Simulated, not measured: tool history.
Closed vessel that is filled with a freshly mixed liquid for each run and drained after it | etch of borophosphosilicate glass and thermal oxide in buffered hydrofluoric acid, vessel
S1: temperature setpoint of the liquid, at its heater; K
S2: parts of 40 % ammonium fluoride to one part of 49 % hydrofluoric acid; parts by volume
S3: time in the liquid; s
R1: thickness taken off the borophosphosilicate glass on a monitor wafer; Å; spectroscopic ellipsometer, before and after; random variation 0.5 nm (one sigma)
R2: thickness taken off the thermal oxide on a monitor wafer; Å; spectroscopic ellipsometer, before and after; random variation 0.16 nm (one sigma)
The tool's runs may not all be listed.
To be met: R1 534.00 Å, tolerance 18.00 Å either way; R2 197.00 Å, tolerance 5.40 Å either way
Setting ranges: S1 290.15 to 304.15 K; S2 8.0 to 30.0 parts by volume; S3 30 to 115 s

Run 1, hour 0.0: S1 296.15 K, S2 21.5 parts by volume, S3 60 s. Result: R1 787.42 Å, R2 297.92 Å.
Run 2, hour 5.2: S1 295.15 K, S2 22.0 parts by volume, S3 60 s. Result: R1 738.90 Å, R2 276.71 Å.
Run 3, hour 9.5: S1 295.15 K, S2 22.0 parts by volume, S3 80 s. Result: R1 1002.00 Å, R2 373.41 Å.
Run 4, hour 15.0: S1 294.15 K, S2 23.5 parts by volume, S3 80 s. Result: R1 901.79 Å, R2 328.26 Å.
Run 5, hour 16.6: S1 297.65 K, S2 23.5 parts by volume, S3 80 s. Result: R1 1078.00 Å, R2 400.85 Å.
Run 6, hour 20.0: S1 296.15 K, S2 24.5 parts by volume, S3 80 s. Result: R1 994.60 Å, R2 363.25 Å.
Run 7, hour 22.7: S1 295.15 K, S2 25.0 parts by volume, S3 75 s. Result: R1 858.50 Å, R2 314.90 Å.
Run 8, hour 31.1: S1 294.15 K, S2 26.0 parts by volume, S3 75 s. Result: R1 794.03 Å, R2 289.83 Å.
Run 9, hour 39.2: S1 294.15 K, S2 26.0 parts by volume, S3 75 s. Result: R1 780.35 Å, R2 290.10 Å.
At hour 41.6: hydrofluoric acid flow meter replaced.
Run 10, hour 41.6: S1 293.15 K, S2 27.0 parts by volume, S3 75 s. Result: R1 674.04 Å, R2 252.88 Å.
Run 11, hour 46.7: S1 290.15 K, S2 28.0 parts by volume, S3 75 s. Result: R1 567.45 Å, R2 205.31 Å.
Run 12, hour 50.3: S1 290.15 K, S2 28.5 parts by volume, S3 75 s. Result: R1 558.42 Å, R2 205.46 Å.

5 candidate next runs follow, results not yet known. Just one meets every target within its allowed miss. Identify it.
Run A, hour 53.9: S1 290.65 K, S2 26.0 parts by volume, S3 70 s. Result: R1 ?, R2 ?.
Run B, hour 53.9: S1 295.15 K, S2 27.0 parts by volume, S3 55 s. Result: R1 ?, R2 ?.
Run C, hour 53.9: S1 290.15 K, S2 29.5 parts by volume, S3 80 s. Result: R1 ?, R2 ?.
Run D, hour 53.9: S1 296.65 K, S2 24.0 parts by volume, S3 45 s. Result: R1 ?, R2 ?.
Run E, hour 53.9: S1 304.15 K, S2 22.5 parts by volume, S3 30 s. Result: R1 ?, R2 ?.

move      R1      R2
   A  566.89  207.36
   B  557.72  204.59
   C  576.80  210.99
   D  537.47  197.26
   E  558.75  205.74
A: moves away from the targets compared with the last run
B: better than the last run, though not everything is in spec
C: moves away from the targets compared with the last run
D: each result inside its tolerance
E: roughly where the last run was
Answer: D

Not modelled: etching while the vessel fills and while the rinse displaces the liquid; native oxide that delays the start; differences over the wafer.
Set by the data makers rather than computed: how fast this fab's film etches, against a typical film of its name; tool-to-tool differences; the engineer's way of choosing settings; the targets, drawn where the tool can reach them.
